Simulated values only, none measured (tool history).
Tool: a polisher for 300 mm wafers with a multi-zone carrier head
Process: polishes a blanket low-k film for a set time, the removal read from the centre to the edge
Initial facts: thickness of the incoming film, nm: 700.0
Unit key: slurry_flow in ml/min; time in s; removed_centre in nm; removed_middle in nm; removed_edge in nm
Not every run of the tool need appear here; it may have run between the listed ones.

{"run": 1, "hour": 0.0, "slurry_flow": 275, "centre_zone": 1, "middle_zone": 1, "edge_zone": 1, "slurry_solids": 1, "time": 53, "removed_centre": 15.59, "removed_middle": 15.193, "removed_edge": 15.194}
{"run": 2, "hour": 6.4, "slurry_flow": 275, "centre_zone": 1, "middle_zone": 1.08, "edge_zone": 1, "slurry_solids": 1, "time": 53, "removed_centre": 15.276, "removed_middle": 16.47, "removed_edge": 15.347}
{"run": 3, "hour": 14.2, "slurry_flow": 275, "centre_zone": 1, "middle_zone": 1.08, "edge_zone": 1.08, "slurry_solids": 1, "time": 53, "removed_centre": 15.688, "removed_middle": 16.487, "removed_edge": 15.717}
{"run": 4, "hour": 21.6, "slurry_flow": 280, "centre_zone": 1.01, "middle_zone": 1.08, "edge_zone": 1.1, "slurry_solids": 1.1, "time": 53, "removed_centre": 16.391, "removed_middle": 17.176, "removed_edge": 16.822}
{"run": 5, "hour": 26.6, "slurry_flow": 230, "centre_zone": 1.01, "middle_zone": 1.08, "edge_zone": 1.1, "slurry_solids": 1.1, "time": 53, "removed_centre": 16.171, "removed_middle": 17.094, "removed_edge": 16.765}
{"run": 6, "hour": 31.7, "slurry_flow": 230, "centre_zone": 1.01, "middle_zone": 1.08, "edge_zone": 1.06, "slurry_solids": 1.1, "time": 53, "removed_centre": 16.108, "removed_middle": 17.218, "removed_edge": 16.341}
{"run": 7, "hour": 34.0, "slurry_flow": 235, "centre_zone": 1.04, "middle_zone": 1.09, "edge_zone": 1.08, "slurry_solids": 1.2, "time": 53, "removed_centre": 17.382, "removed_middle": 18.105, "removed_edge": 17.492}
{"run": 8, "hour": 40.9, "slurry_flow": 235, "centre_zone": 1.07, "middle_zone": 1.1, "edge_zone": 1.1, "slurry_solids": 1.25, "time": 53, "removed_centre": 18.187, "removed_middle": 18.463, "removed_edge": 17.716}

For run 9, what comes out?
{"run": 9, "hour": 45.8, "slurry_flow": 235, "centre_zone": 1.08, "middle_zone": 1.1, "edge_zone": 1.11, "slurry_solids": 1.3, "time": 53, "removed_centre": "?", "removed_middle": "?", "removed_edge": "?"}

Run 9 came out at removed_centre 18.7 nm, removed_middle 18.509 nm, removed_edge 18.335 nm.
